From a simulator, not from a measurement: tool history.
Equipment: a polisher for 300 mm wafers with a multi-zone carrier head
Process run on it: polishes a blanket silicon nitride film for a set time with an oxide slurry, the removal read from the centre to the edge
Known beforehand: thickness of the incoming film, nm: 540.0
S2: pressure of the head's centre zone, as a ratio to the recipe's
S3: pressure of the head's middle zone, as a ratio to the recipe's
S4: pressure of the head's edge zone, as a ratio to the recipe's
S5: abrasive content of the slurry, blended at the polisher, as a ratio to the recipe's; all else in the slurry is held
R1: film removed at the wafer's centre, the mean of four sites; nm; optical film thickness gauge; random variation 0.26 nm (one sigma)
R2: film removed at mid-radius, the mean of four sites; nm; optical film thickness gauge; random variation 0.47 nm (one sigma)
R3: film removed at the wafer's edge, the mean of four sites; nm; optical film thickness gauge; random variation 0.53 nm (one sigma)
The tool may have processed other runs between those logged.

{"run": 1, "hour": 0.0, "flow of slurry (ml/min)": 155, "S2": 1.0, "S3": 1.0, "S4": 1.0, "S5": 1.0, "polishing time (s)": 83, "R1": 54.017, "R2": 54.652, "R3": 52.338}
{"run": 2, "hour": 8.6, "flow of slurry (ml/min)": 155, "S2": 1.0, "S3": 1.0, "S4": 1.0, "S5": 0.85, "polishing time (s)": 83, "R1": 50.366, "R2": 50.926, "R3": 51.079}
{"run": 3, "hour": 15.2, "flow of slurry (ml/min)": 155, "S2": 1.0, "S3": 0.96, "S4": 1.0, "S5": 0.85, "polishing time (s)": 83, "R1": 50.219, "R2": 50.331, "R3": 49.437}
{"run": 4, "hour": 19.6, "flow of slurry (ml/min)": 150, "S2": 0.98, "S3": 0.95, "S4": 1.01, "S5": 0.85, "polishing time (s)": 83, "R1": 49.373, "R2": 49.325, "R3": 50.366}
{"run": 5, "hour": 26.6, "flow of slurry (ml/min)": 145, "S2": 0.96, "S3": 0.94, "S4": 1.0, "S5": 0.85, "polishing time (s)": 83, "R1": 47.087, "R2": 48.343, "R3": 49.59}
{"run": 6, "hour": 30.0, "flow of slurry (ml/min)": 145, "S2": 0.96, "S3": 0.89, "S4": 1.0, "S5": 0.85, "polishing time (s)": 83, "R1": 47.613, "R2": 46.597, "R3": 50.274}
{"run": 7, "hour": 35.2, "flow of slurry (ml/min)": 145, "S2": 0.96, "S3": 0.89, "S4": 1.0, "S5": 0.85, "polishing time (s)": 83, "R1": 47.75, "R2": 45.635, "R3": 51.134}
{"run": 8, "hour": 39.1, "flow of slurry (ml/min)": 140, "S2": 0.94, "S3": 0.89, "S4": 0.99, "S5": 0.85, "polishing time (s)": 83, "R1": 46.107, "R2": 45.872, "R3": 48.58}

Forecast run 9:
{"run": 9, "hour": 44.5, "flow of slurry (ml/min)": 135, "S2": 0.92, "S3": 0.89, "S4": 0.99, "S5": 0.85, "polishing time (s)": 83, "R1": "?", "R2": "?", "R3": "?"}

{"run 9": {"R1": 44.566, "R2": 44.609, "R3": 49.12}}
